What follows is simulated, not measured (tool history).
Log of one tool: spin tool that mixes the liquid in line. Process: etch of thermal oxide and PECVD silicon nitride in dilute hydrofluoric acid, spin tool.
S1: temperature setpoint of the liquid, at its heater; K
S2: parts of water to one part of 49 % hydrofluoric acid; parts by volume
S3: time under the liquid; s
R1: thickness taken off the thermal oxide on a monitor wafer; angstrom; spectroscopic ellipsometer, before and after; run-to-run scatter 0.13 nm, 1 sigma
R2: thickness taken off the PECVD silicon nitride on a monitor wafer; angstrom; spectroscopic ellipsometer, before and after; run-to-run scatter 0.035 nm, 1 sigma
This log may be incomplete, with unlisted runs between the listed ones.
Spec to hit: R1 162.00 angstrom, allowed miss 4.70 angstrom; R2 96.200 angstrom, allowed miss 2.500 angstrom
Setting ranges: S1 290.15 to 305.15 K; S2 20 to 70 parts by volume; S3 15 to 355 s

run	hour	S1	S2	S3	R1	R2
1	0.0	297.15	40	180	213.88	138.630
2	8.1	296.15	40	180	205.96	130.430
3	16.2	293.65	40	180	182.10	110.070
4	19.2	293.65	40	225	226.86	137.120
5	21.1	293.15	45	225	198.45	117.900
# hour 23.1: thermometer replaced
6	23.1	292.65	45	225	202.76	123.370
7	24.9	291.65	45	225	196.38	114.650
8	26.1	291.65	50	225	177.32	103.580

Pick the move, out of 4, that brings all results within their allowed miss; only one does.
A	27.3	291.65	50	240	?	?
B	27.3	297.15	50	170	?	?
C	27.3	291.65	55	230	?	?
D	27.3	290.65	45	235	?	?

move	R1	R2
A	186.43	109.700
B	166.43	113.470
C	161.49	95.841
D	195.37	110.850
A: lands further from the targets than the last run did
B: brings the last run's worst result on target, with another outside its allowed miss
C: in spec on every target
D: lands further from the targets than the last run did
Move C is the one to make.
